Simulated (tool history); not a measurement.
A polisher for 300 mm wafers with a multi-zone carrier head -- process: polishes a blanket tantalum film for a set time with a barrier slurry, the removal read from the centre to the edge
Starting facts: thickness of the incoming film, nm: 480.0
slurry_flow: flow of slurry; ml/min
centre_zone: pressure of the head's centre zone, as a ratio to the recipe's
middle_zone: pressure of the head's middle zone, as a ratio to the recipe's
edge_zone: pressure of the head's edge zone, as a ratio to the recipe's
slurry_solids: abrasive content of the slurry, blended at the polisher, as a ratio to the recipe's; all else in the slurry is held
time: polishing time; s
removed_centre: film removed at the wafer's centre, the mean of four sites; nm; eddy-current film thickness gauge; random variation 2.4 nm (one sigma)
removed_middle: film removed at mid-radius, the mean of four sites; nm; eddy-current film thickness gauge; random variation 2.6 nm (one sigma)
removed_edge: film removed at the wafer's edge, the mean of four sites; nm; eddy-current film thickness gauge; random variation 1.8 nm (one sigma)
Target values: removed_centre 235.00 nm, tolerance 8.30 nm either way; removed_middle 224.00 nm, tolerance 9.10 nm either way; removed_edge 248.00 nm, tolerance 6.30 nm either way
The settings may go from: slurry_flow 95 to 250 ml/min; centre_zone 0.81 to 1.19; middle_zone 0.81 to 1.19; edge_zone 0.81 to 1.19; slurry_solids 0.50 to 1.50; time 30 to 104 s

run 1 hour=0.0 | slurry_flow=160 centre_zone=1.00 middle_zone=1.00 edge_zone=1.00 slurry_solids=1.00 time=67 | removed_centre=201.53 removed_middle=204.23 removed_edge=203.21
run 2 hour=3.5 | slurry_flow=160 centre_zone=1.00 middle_zone=1.00 edge_zone=1.00 slurry_solids=1.00 time=76 | removed_centre=229.55 removed_middle=231.98 removed_edge=232.42
run 3 hour=4.9 | slurry_flow=165 centre_zone=1.00 middle_zone=0.98 edge_zone=1.02 slurry_solids=1.00 time=76 | removed_centre=228.98 removed_middle=221.71 removed_edge=233.79
run 4 hour=7.7 | slurry_flow=165 centre_zone=1.00 middle_zone=0.98 edge_zone=0.95 slurry_solids=1.00 time=76 | removed_centre=228.33 removed_middle=223.69 removed_edge=225.24
run 5 hour=12.9 | slurry_flow=165 centre_zone=1.00 middle_zone=0.98 edge_zone=0.95 slurry_solids=1.00 time=60 | removed_centre=179.65 removed_middle=178.81 removed_edge=180.63
run 6 hour=19.8 | slurry_flow=175 centre_zone=1.00 middle_zone=0.98 edge_zone=1.01 slurry_solids=1.15 time=61 | removed_centre=197.57 removed_middle=192.50 removed_edge=196.65
run 7 hour=28.7 | slurry_flow=180 centre_zone=0.99 middle_zone=0.97 edge_zone=1.05 slurry_solids=1.25 time=62 | removed_centre=202.90 removed_middle=198.32 removed_edge=209.07
run 8 hour=37.1 | slurry_flow=185 centre_zone=0.99 middle_zone=0.97 edge_zone=1.08 slurry_solids=1.30 time=63 | removed_centre=207.37 removed_middle=206.34 removed_edge=216.57
run 9 hour=45.5 | slurry_flow=190 centre_zone=1.00 middle_zone=0.96 edge_zone=1.11 slurry_solids=1.35 time=64 | removed_centre=216.35 removed_middle=209.76 removed_edge=225.21
run 10 hour=54.2 | slurry_flow=195 centre_zone=1.00 middle_zone=0.96 edge_zone=1.13 slurry_solids=1.40 time=64 | removed_centre=215.80 removed_middle=210.65 removed_edge=231.14
run 11 hour=58.7 | slurry_flow=200 centre_zone=1.01 middle_zone=0.96 edge_zone=1.14 slurry_solids=1.45 time=64 | removed_centre=218.82 removed_middle=216.94 removed_edge=231.76
run 12 hour=62.6 | slurry_flow=205 centre_zone=1.02 middle_zone=0.95 edge_zone=1.15 slurry_solids=1.45 time=65 | removed_centre=228.92 removed_middle=221.25 removed_edge=240.80
run 13 hour=63.9 | slurry_flow=210 centre_zone=1.02 middle_zone=0.95 edge_zone=1.16 slurry_solids=1.45 time=65 | removed_centre=229.15 removed_middle=216.18 removed_edge=240.88

Consider the 5 candidate settings below. Which is the only one whose results all fall within their allowed miss of target?
run A hour=65.2 | slurry_flow=210 centre_zone=1.04 middle_zone=0.90 edge_zone=1.17 slurry_solids=1.40 time=65 | removed_centre=? removed_middle=? removed_edge=?
run B hour=65.2 | slurry_flow=185 centre_zone=1.07 middle_zone=0.97 edge_zone=1.18 slurry_solids=1.40 time=63 | removed_centre=? removed_middle=? removed_edge=?
run C hour=65.2 | slurry_flow=175 centre_zone=1.07 middle_zone=1.02 edge_zone=1.11 slurry_solids=1.50 time=65 | removed_centre=? removed_middle=? removed_edge=?
run D hour=65.2 | slurry_flow=195 centre_zone=1.11 middle_zone=0.98 edge_zone=1.15 slurry_solids=1.15 time=66 | removed_centre=? removed_middle=? removed_edge=?
run E hour=65.2 | slurry_flow=235 centre_zone=1.01 middle_zone=0.97 edge_zone=1.17 slurry_solids=1.45 time=66 | removed_centre=? removed_middle=? removed_edge=?

move=A removed_centre=233.22 removed_middle=205.61 removed_edge=237.47
move=B removed_centre=228.51 removed_middle=208.68 removed_edge=228.15
move=C removed_centre=237.56 removed_middle=226.49 removed_edge=230.62
move=D removed_centre=237.88 removed_middle=210.94 removed_edge=225.35
move=E removed_centre=235.40 removed_middle=227.11 removed_edge=245.30
A: moves away from the targets compared with the last run
B: moves away from the targets compared with the last run
C: moves away from the targets compared with the last run
D: moves away from the targets compared with the last run
E: each result inside its tolerance
Answer: E
